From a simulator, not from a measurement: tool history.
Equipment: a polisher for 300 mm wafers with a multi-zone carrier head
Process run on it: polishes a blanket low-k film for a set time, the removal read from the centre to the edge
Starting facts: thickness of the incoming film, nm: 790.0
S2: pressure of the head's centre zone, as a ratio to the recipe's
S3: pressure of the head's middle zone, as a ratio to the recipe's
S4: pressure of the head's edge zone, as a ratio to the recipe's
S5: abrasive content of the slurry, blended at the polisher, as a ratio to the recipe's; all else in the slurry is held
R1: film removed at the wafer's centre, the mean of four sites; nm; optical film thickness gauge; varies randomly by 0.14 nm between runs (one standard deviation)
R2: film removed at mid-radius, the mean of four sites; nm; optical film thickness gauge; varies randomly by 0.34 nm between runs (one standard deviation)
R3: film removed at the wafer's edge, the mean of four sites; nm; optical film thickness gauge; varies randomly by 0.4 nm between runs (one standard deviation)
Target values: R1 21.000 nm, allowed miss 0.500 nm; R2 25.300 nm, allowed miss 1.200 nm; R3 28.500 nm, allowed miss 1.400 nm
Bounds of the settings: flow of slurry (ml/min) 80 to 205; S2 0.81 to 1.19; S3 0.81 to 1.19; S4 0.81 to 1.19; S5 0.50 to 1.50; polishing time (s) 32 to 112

{"run": 1, "hour": 0.0, "flow of slurry (ml/min)": 135, "S2": 1.0, "S3": 1.0, "S4": 1.0, "S5": 1.0, "polishing time (s)": 72, "R1": 29.886, "R2": 30.267, "R3": 31.409}
{"run": 2, "hour": 5.3, "flow of slurry (ml/min)": 135, "S2": 1.0, "S3": 1.0, "S4": 0.92, "S5": 1.0, "polishing time (s)": 72, "R1": 29.684, "R2": 30.64, "R3": 29.585}
{"run": 3, "hour": 10.7, "flow of slurry (ml/min)": 135, "S2": 1.0, "S3": 1.04, "S4": 0.92, "S5": 1.0, "polishing time (s)": 72, "R1": 29.886, "R2": 31.014, "R3": 30.246}
{"run": 4, "hour": 17.7, "flow of slurry (ml/min)": 130, "S2": 0.97, "S3": 1.02, "S4": 0.94, "S5": 1.0, "polishing time (s)": 72, "R1": 28.576, "R2": 30.48, "R3": 30.117}
{"run": 5, "hour": 24.5, "flow of slurry (ml/min)": 130, "S2": 0.9, "S3": 1.02, "S4": 0.94, "S5": 1.0, "polishing time (s)": 72, "R1": 26.337, "R2": 31.006, "R3": 29.761}
{"run": 6, "hour": 32.8, "flow of slurry (ml/min)": 130, "S2": 0.97, "S3": 1.02, "S4": 0.94, "S5": 1.0, "polishing time (s)": 72, "R1": 28.379, "R2": 30.583, "R3": 30.265}
{"run": 7, "hour": 37.8, "flow of slurry (ml/min)": 125, "S2": 0.95, "S3": 1.0, "S4": 0.96, "S5": 1.0, "polishing time (s)": 72, "R1": 27.705, "R2": 30.814, "R3": 30.238}
{"run": 8, "hour": 44.2, "flow of slurry (ml/min)": 130, "S2": 0.93, "S3": 0.99, "S4": 1.0, "S5": 0.95, "polishing time (s)": 72, "R1": 26.701, "R2": 29.129, "R3": 31.055}
{"run": 9, "hour": 50.9, "flow of slurry (ml/min)": 125, "S2": 0.91, "S3": 0.97, "S4": 1.0, "S5": 0.95, "polishing time (s)": 72, "R1": 25.954, "R2": 28.827, "R3": 30.413}
{"run": 10, "hour": 54.8, "flow of slurry (ml/min)": 120, "S2": 0.89, "S3": 0.96, "S4": 1.01, "S5": 0.95, "polishing time (s)": 72, "R1": 25.126, "R2": 28.238, "R3": 30.122}
{"run": 11, "hour": 63.4, "flow of slurry (ml/min)": 115, "S2": 0.88, "S3": 0.95, "S4": 1.02, "S5": 0.95, "polishing time (s)": 72, "R1": 24.557, "R2": 27.51, "R3": 30.249}
{"run": 12, "hour": 65.6, "flow of slurry (ml/min)": 110, "S2": 0.87, "S3": 0.95, "S4": 1.02, "S5": 0.95, "polishing time (s)": 72, "R1": 24.185, "R2": 27.89, "R3": 29.467}
{"run": 13, "hour": 72.8, "flow of slurry (ml/min)": 105, "S2": 0.86, "S3": 0.94, "S4": 1.03, "S5": 0.95, "polishing time (s)": 72, "R1": 23.286, "R2": 26.425, "R3": 29.144}
{"run": 14, "hour": 81.6, "flow of slurry (ml/min)": 105, "S2": 0.86, "S3": 0.94, "S4": 1.03, "S5": 0.95, "polishing time (s)": 72, "R1": 23.401, "R2": 26.559, "R3": 29.617}
{"run": 15, "hour": 89.7, "flow of slurry (ml/min)": 100, "S2": 0.85, "S3": 0.94, "S4": 1.03, "S5": 0.95, "polishing time (s)": 72, "R1": 22.881, "R2": 26.966, "R3": 29.437}
{"run": 16, "hour": 91.6, "flow of slurry (ml/min)": 95, "S2": 0.84, "S3": 0.93, "S4": 1.03, "S5": 0.95, "polishing time (s)": 72, "R1": 22.448, "R2": 26.147, "R3": 29.29}

Which one of the following 5 next-run settings gets every result inside its allowed miss? There is exactly one.
{"run": "A", "hour": 93.5, "flow of slurry (ml/min)": 140, "S2": 0.81, "S3": 0.93, "S4": 1.1, "S5": 0.75, "polishing time (s)": 71, "R1": "?", "R2": "?", "R3": "?"}
{"run": "B", "hour": 93.5, "flow of slurry (ml/min)": 110, "S2": 0.83, "S3": 1.13, "S4": 0.87, "S5": 0.95, "polishing time (s)": 66, "R1": "?", "R2": "?", "R3": "?"}
{"run": "C", "hour": 93.5, "flow of slurry (ml/min)": 100, "S2": 0.81, "S3": 1.15, "S4": 0.89, "S5": 0.95, "polishing time (s)": 66, "R1": "?", "R2": "?", "R3": "?"}
{"run": "D", "hour": 93.5, "flow of slurry (ml/min)": 105, "S2": 0.83, "S3": 0.85, "S4": 1.01, "S5": 0.9, "polishing time (s)": 75, "R1": "?", "R2": "?", "R3": "?"}
{"run": "E", "hour": 93.5, "flow of slurry (ml/min)": 80, "S2": 0.9, "S3": 0.92, "S4": 1.0, "S5": 1.05, "polishing time (s)": 74, "R1": "?", "R2": "?", "R3": "?"}

move=A R1=20.858 R2=25.535 R3=28.277
move=B R1=20.902 R2=29.616 R3=25.166
move=C R1=19.860 R2=29.375 R3=25.016
move=D R1=22.857 R2=25.572 R3=29.828
move=E R1=24.024 R2=26.722 R3=29.753
A: all results in spec
B: brings the last run's worst result on target, with another outside its allowed miss
C: takes the biggest miss from the last run beyond its target
D: moves away from the targets compared with the last run
E: moves away from the targets compared with the last run
Move A is the one to make.
